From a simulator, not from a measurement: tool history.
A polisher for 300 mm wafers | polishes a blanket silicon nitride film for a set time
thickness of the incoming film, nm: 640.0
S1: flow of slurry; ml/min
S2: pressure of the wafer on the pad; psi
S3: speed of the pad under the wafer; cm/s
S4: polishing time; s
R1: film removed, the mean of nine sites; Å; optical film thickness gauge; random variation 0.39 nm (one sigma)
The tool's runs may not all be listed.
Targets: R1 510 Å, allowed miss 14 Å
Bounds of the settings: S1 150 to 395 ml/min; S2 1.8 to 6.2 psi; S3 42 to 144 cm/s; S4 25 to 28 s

Run 1, hour 0: S1 250 ml/min, S2 4 psi, S3 92 cm/s, S4 28 s. Result: R1 439.19 Å.
Run 2, hour 8.1: S1 210 ml/min, S2 4 psi, S3 92 cm/s, S4 28 s. Result: R1 433.46 Å.
Run 3, hour 14.2: S1 175 ml/min, S2 4 psi, S3 92 cm/s, S4 28 s. Result: R1 419.96 Å.
Run 4, hour 21: S1 175 ml/min, S2 4 psi, S3 92 cm/s, S4 25 s. Result: R1 373.02 Å.
Run 5, hour 25.1: S1 205 ml/min, S2 4.1 psi, S3 92 cm/s, S4 25 s. Result: R1 394.85 Å.
Run 6, hour 33.2: S1 225 ml/min, S2 4.3 psi, S3 92 cm/s, S4 25 s. Result: R1 413.66 Å.
Run 7, hour 36.4: S1 235 ml/min, S2 4.5 psi, S3 92 cm/s, S4 25 s. Result: R1 445.43 Å.
Run 8, hour 45.2: S1 250 ml/min, S2 4.6 psi, S3 92 cm/s, S4 25 s. Result: R1 452.1 Å.
Run 9, hour 46.3: S1 260 ml/min, S2 4.7 psi, S3 92 cm/s, S4 25 s. Result: R1 468.76 Å.
Run 10, hour 49.7: S1 270 ml/min, S2 4.7 psi, S3 92 cm/s, S4 25 s. Result: R1 465.54 Å.
Run 11, hour 50.5: S1 275 ml/min, S2 4.8 psi, S3 92 cm/s, S4 25 s. Result: R1 473.38 Å.
Run 12, hour 59.4: S1 280 ml/min, S2 4.9 psi, S3 92 cm/s, S4 25 s. Result: R1 489.8 Å.
Run 13, hour 65.8: S1 285 ml/min, S2 4.9 psi, S3 92 cm/s, S4 25 s. Result: R1 487.38 Å.

Which of these 4 next moves meets every target?
Run A, hour 72.2: S1 260 ml/min, S2 4.7 psi, S3 96 cm/s, S4 27 s. Result: R1 ?.
Run B, hour 72.2: S1 265 ml/min, S2 4.9 psi, S3 84 cm/s, S4 25 s. Result: R1 ?.
Run C, hour 72.2: S1 320 ml/min, S2 3.9 psi, S3 118 cm/s, S4 26 s. Result: R1 ?.
Run D, hour 72.2: S1 285 ml/min, S2 4.4 psi, S3 88 cm/s, S4 27 s. Result: R1 ?.

move      R1
   A  515.58
   B  467.58
   C  469.43
   D  468.27
A: meets every target
B: further off than the last run
C: further off than the last run
D: further off than the last run
Answer: A

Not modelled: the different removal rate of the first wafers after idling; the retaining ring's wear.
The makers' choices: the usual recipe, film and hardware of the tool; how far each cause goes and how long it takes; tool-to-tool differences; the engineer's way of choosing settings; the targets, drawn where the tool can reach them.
